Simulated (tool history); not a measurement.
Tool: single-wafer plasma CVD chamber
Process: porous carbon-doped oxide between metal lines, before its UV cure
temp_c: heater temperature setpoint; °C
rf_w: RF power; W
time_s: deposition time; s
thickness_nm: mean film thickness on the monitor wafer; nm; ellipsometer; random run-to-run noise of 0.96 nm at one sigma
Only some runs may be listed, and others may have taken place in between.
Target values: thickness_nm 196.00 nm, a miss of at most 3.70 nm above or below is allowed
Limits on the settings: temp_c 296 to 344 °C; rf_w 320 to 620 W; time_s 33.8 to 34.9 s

| run | hour | temp_c | rf_w | time_s | thickness_nm |
|---|---|---|---|---|---|
| 1 | 0.0 | 320 | 470 | 33.8 | 162.53 |
| 2 | 8.2 | 320 | 470 | 34.9 | 166.71 |
| 3 | 16.9 | 316 | 480 | 34.9 | 171.51 |
| 4 | 23.7 | 316 | 480 | 34.9 | 174.85 |
| 5 | 30.6 | 321 | 480 | 34.9 | 167.41 |
| 6 | 35.8 | 321 | 520 | 34.9 | 173.72 |
| 7 | 44.5 | 318 | 525 | 34.9 | 178.54 |
| 8 | 52.2 | 315 | 530 | 34.9 | 183.25 |
| 9 | 60.7 | 313 | 530 | 34.9 | 185.65 |
| 10 | 61.6 | 311 | 530 | 34.9 | 186.44 |
| 11 | 68.2 | 309 | 530 | 34.9 | 190.26 |

Of the 4 settings listed for the next run, only one would bring every result within its allowed miss of target. Which one?
| A | 74.8 | 308 | 550 | 33.8 | ? |
| B | 74.8 | 309 | 620 | 34.4 | ? |
| C | 74.8 | 317 | 605 | 33.9 | ? |
| D | 74.8 | 299 | 535 | 33.8 | ? |

| move | thickness_nm |
|---|---|
| A | 188.76 |
| B | 202.74 |
| C | 188.11 |
| D | 197.27 |
A: further off than the last run
B: the result that was furthest off in the last run now lies on the other side of its target
C: further off than the last run
D: hits every target within its allowed miss
Go with D: it meets all targets.
